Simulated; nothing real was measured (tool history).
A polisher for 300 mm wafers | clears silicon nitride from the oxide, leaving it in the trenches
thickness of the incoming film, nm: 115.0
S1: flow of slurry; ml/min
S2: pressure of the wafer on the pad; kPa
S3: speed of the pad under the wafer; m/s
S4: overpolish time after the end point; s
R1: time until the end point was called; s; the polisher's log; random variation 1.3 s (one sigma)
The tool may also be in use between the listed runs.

run	hour	S1	S2	S3	S4	R1
1	0.0	265	20.0	1.18	50	95.789
2	5.5	265	15.9	1.18	50	113.810
3	11.7	265	15.9	1.36	50	101.530
4	18.7	265	17.9	1.38	50	91.264
5	19.8	265	19.3	1.40	50	85.283
6	24.6	265	15.2	1.40	50	104.080
7	29.5	265	17.2	1.42	50	92.726

The next listed run, before its measurement:
8	35.4	265	17.2	1.42	50	?

{"run 8": {"R1": 92.601}}

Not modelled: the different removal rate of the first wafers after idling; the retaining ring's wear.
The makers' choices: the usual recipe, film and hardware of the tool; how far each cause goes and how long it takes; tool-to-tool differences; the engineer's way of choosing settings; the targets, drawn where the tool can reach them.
